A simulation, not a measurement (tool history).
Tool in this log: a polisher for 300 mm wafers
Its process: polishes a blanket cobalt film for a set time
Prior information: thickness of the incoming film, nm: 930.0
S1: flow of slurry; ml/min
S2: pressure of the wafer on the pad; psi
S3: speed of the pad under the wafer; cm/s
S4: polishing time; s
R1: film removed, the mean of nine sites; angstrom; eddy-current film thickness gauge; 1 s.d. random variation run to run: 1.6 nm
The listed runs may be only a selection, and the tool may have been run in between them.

run,hour,S1,S2,S3,S4,R1
1,0,300,1.4,130,53,2021.8
2,3,300,1.3,130,53,1887.5
3,4,300,1.3,130,53,1874.8
4,12.5,300,1.2,130,53,1800.5
5,18.5,300,1.1,130,53,1676.9
6,25.3,300,1.4,130,53,1945.2
7,33.6,300,1.4,130,53,2011.2
8,41.7,300,1.3,130,53,1833.7
9,42.9,300,1.2,130,53,1762

Run 10, settings as shown, results not yet in. Your forecast:
10,44.7,300,1.1,130,53,?

R1: 1654.9 angstrom
